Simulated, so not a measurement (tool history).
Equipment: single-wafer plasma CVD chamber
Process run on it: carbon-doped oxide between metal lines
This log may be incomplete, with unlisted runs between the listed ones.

run  hour  heater temperature setpoint (deg C)  chamber pressure (Pa)  RF power (W)  deposition time (s)  mean film thickness on the monitor wafer (nm)
  1     0                                  365                    797           495                 12.8                                         62.622
  2   2.8                                  365                    797           495                 12.8                                         62.554
  3   5.1                                  369                    735           460                 12.8                                         57.378
  4   7.8                                  374                    735           460                 12.8                                         56.256
  5  13.2                                  383                    735           460                 12.8                                         55.402
  6  21.5                                  383                    637           460                 12.8                                         54.754
  7  23.1                                  384                    617           445                 12.8                                          52.37
  8  23.6                                  389                    479           425                 12.8                                         47.815
  9  26.4                                  388                    484           425                 12.8                                         47.939

Run 10, settings as shown, results not yet in. Your forecast:
 10  31.9                                  387                    489           425                 12.8                                              ?

Run 10 yielded mean film thickness on the monitor wafer (nm) 48.207.
